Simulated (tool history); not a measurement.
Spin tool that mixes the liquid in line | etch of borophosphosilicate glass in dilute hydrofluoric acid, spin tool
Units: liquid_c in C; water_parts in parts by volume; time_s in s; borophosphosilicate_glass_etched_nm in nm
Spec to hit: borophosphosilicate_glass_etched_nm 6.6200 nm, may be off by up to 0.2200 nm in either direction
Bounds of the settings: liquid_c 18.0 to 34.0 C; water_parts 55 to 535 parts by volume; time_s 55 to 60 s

run  hour  liquid_c  water_parts  time_s  borophosphosilicate_glass_etched_nm
  1   0.0      26.0          295      55                              12.1390
  2   4.0      26.0          200      55                              19.7830
  3   9.8      26.0          295      55                              11.9760
  4  14.0      26.0          295      55                              12.0390
  5  17.5      24.5          310      55                              10.7770
  6  25.6      24.5          310      55                              10.7030
  7  33.8      23.5          320      55                               9.9472
  8  38.4      22.5          330      55                               9.1315
  9  39.7      22.5          330      55                               9.3931
 10  47.4      22.0          340      55                               8.8430
 11  51.7      21.5          350      55                               8.3489
 12  56.2      21.0          355      55                               8.0695
 13  64.9      20.5          360      55                               7.7110
 14  68.9      20.0          365      55                               7.4744

Below are 5 possible settings for the next run. Only one of them brings all results inside the allowed miss of their targets. Which is it?
  A  72.9      18.5          405      55                                    ?
  B  72.9      21.5          390      55                                    ?
  C  72.9      18.5          355      55                                    ?
  D  72.9      18.0          375      55                                    ?
  E  72.9      21.5          445      55                                    ?

move  borophosphosilicate_glass_etched_nm
   A                               6.1652
   B                               7.1941
   C                               7.3250
   D                               6.6999
   E                               6.0200
A: takes the result that was furthest off past its target
B: closes in on the targets versus the last run, not all within tolerance yet
C: closes in on the targets versus the last run, not all within tolerance yet
D: all results land within tolerance of their targets
E: takes the result that was furthest off past its target
So the answer is move D, the one that meets all the targets.
